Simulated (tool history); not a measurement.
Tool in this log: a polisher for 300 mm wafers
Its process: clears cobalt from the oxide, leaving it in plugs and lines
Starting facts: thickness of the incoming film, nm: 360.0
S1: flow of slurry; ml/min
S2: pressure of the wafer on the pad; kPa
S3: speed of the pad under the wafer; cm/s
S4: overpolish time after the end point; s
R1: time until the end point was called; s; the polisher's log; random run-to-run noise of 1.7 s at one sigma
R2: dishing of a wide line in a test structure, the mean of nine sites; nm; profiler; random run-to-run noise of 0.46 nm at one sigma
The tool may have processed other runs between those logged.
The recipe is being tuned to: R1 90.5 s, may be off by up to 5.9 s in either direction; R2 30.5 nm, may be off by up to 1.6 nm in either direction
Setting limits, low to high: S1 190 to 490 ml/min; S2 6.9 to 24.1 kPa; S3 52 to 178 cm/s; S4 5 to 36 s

{"run": 1, "hour": 0.0, "S1": 315, "S2": 15.2, "S3": 114, "S4": 18, "R1": 52.687, "R2": 31.563}
{"run": 2, "hour": 6.1, "S1": 315, "S2": 15.2, "S3": 142, "S4": 18, "R1": 42.858, "R2": 31.945}
{"run": 3, "hour": 8.0, "S1": 315, "S2": 15.2, "S3": 142, "S4": 15, "R1": 42.545, "R2": 31.045}
{"run": 4, "hour": 13.2, "S1": 315, "S2": 14.5, "S3": 138, "S4": 16, "R1": 45.63, "R2": 32.248}
{"run": 5, "hour": 18.8, "S1": 315, "S2": 13.8, "S3": 130, "S4": 15, "R1": 50.278, "R2": 30.934}
{"run": 6, "hour": 24.1, "S1": 315, "S2": 13.1, "S3": 126, "S4": 15, "R1": 55.526, "R2": 30.542}
{"run": 7, "hour": 32.3, "S1": 315, "S2": 12.4, "S3": 124, "S4": 16, "R1": 57.569, "R2": 31.112}
{"run": 8, "hour": 37.3, "S1": 315, "S2": 12.4, "S3": 124, "S4": 16, "R1": 56.084, "R2": 31.553}
{"run": 9, "hour": 44.3, "S1": 315, "S2": 11.7, "S3": 120, "S4": 16, "R1": 60.004, "R2": 30.34}
{"run": 10, "hour": 52.3, "S1": 315, "S2": 11, "S3": 116, "S4": 17, "R1": 64.892, "R2": 30.656}
{"run": 11, "hour": 57.6, "S1": 315, "S2": 10.3, "S3": 114, "S4": 18, "R1": 73.229, "R2": 30.323}
{"run": 12, "hour": 59.0, "S1": 315, "S2": 10.3, "S3": 114, "S4": 19, "R1": 70.867, "R2": 30.263}
{"run": 13, "hour": 60.5, "S1": 315, "S2": 10.3, "S3": 114, "S4": 20, "R1": 69.15, "R2": 31.095}
{"run": 14, "hour": 61.8, "S1": 315, "S2": 9.7, "S3": 112, "S4": 20, "R1": 77.257, "R2": 29.764}
{"run": 15, "hour": 66.1, "S1": 315, "S2": 9.7, "S3": 110, "S4": 21, "R1": 77.639, "R2": 30.491}

Below are 5 possible settings for the next run. Only one of them brings all results inside the allowed miss of their targets. Which is it?
{"run": "A", "hour": 70.4, "S1": 260, "S2": 8.3, "S3": 104, "S4": 22, "R1": "?", "R2": "?"}
{"run": "B", "hour": 70.4, "S1": 275, "S2": 10.3, "S3": 112, "S4": 36, "R1": "?", "R2": "?"}
{"run": "C", "hour": 70.4, "S1": 330, "S2": 11, "S3": 134, "S4": 19, "R1": "?", "R2": "?"}
{"run": "D", "hour": 70.4, "S1": 310, "S2": 11, "S3": 116, "S4": 23, "R1": "?", "R2": "?"}
{"run": "E", "hour": 70.4, "S1": 360, "S2": 9.7, "S3": 126, "S4": 36, "R1": "?", "R2": "?"}

move=A R1=91.922 R2=30.102
move=B R1=72.844 R2=32.967
move=C R1=57.557 R2=31.808
move=D R1=66.534 R2=32.052
move=E R1=66.889 R2=33.027
A: each result inside its tolerance
B: the biggest miss grows against the last run
C: the biggest miss grows against the last run
D: the biggest miss grows against the last run
E: the biggest miss grows against the last run
So the answer is move A, the one that meets all the targets.

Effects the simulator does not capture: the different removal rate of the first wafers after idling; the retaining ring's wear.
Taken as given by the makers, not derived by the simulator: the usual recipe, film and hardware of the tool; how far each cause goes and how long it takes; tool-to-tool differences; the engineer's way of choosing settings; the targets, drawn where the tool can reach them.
